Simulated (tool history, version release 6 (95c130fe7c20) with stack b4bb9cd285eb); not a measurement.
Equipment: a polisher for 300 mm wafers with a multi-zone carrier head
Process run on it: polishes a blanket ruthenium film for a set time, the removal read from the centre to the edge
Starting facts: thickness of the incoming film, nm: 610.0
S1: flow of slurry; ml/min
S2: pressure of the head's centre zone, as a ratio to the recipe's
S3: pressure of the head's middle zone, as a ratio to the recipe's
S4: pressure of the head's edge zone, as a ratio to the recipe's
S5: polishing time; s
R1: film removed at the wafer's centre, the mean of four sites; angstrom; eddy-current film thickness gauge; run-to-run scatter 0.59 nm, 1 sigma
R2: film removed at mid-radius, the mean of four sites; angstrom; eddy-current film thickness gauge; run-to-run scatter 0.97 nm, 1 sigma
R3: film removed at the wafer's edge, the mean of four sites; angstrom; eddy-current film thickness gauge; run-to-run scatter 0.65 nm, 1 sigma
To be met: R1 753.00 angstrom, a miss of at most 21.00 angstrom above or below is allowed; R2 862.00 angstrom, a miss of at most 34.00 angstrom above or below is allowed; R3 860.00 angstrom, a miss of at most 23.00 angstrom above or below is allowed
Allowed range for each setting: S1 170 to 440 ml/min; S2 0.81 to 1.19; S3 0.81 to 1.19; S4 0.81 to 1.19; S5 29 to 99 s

Run 1, hour 0.0: S1 280 ml/min, S2 1.00, S3 1.00, S4 1.00, S5 64 s. Result: R1 717.10 angstrom, R2 738.98 angstrom, R3 722.48 angstrom.
Run 2, hour 6.9: S1 295 ml/min, S2 0.99, S3 1.02, S4 1.05, S5 65 s. Result: R1 714.09 angstrom, R2 746.36 angstrom, R3 773.38 angstrom.
Run 3, hour 9.9: S1 310 ml/min, S2 0.99, S3 1.06, S4 1.06, S5 66 s. Result: R1 725.29 angstrom, R2 798.76 angstrom, R3 770.47 angstrom.
Run 4, hour 14.3: S1 315 ml/min, S2 0.99, S3 1.07, S4 1.09, S5 67 s. Result: R1 737.55 angstrom, R2 812.37 angstrom, R3 797.36 angstrom.
Run 5, hour 21.8: S1 320 ml/min, S2 0.99, S3 1.08, S4 1.11, S5 68 s. Result: R1 757.57 angstrom, R2 823.53 angstrom, R3 831.45 angstrom.
Run 6, hour 28.1: S1 320 ml/min, S2 0.99, S3 1.08, S4 1.11, S5 77 s. Result: R1 845.95 angstrom, R2 924.42 angstrom, R3 921.03 angstrom.
Run 7, hour 32.8: S1 310 ml/min, S2 0.97, S3 1.07, S4 1.09, S5 76 s. Result: R1 834.16 angstrom, R2 900.27 angstrom, R3 912.70 angstrom.
Run 8, hour 35.1: S1 305 ml/min, S2 0.95, S3 1.07, S4 1.07, S5 75 s. Result: R1 803.67 angstrom, R2 913.58 angstrom, R3 894.01 angstrom.
Run 9, hour 43.8: S1 300 ml/min, S2 0.94, S3 1.06, S4 1.06, S5 74 s. Result: R1 775.20 angstrom, R2 876.18 angstrom, R3 880.70 angstrom.

Which of these 5 next moves meets every target?
Run A, hour 52.5: S1 385 ml/min, S2 0.96, S3 0.99, S4 1.06, S5 75 s. Result: R1 ?, R2 ?, R3 ?.
Run B, hour 52.5: S1 305 ml/min, S2 0.89, S3 0.97, S4 1.00, S5 76 s. Result: R1 ?, R2 ?, R3 ?.
Run C, hour 52.5: S1 250 ml/min, S2 0.96, S3 0.91, S4 1.14, S5 76 s. Result: R1 ?, R2 ?, R3 ?.
Run D, hour 52.5: S1 275 ml/min, S2 1.03, S3 0.93, S4 1.11, S5 72 s. Result: R1 ?, R2 ?, R3 ?.
Run E, hour 52.5: S1 295 ml/min, S2 1.00, S3 1.17, S4 0.98, S5 72 s. Result: R1 ?, R2 ?, R3 ?.

move      R1      R2      R3
   A  819.38  864.51  908.90
   B  752.15  847.62  881.36
   C  792.34  796.15  926.06
   D  815.71  772.76  872.46
   E  799.31  905.74  823.10
A: moves away from the targets compared with the last run
B: in spec on every target
C: moves away from the targets compared with the last run
D: moves away from the targets compared with the last run
E: moves away from the targets compared with the last run
So the answer is move B, the one that meets all the targets.
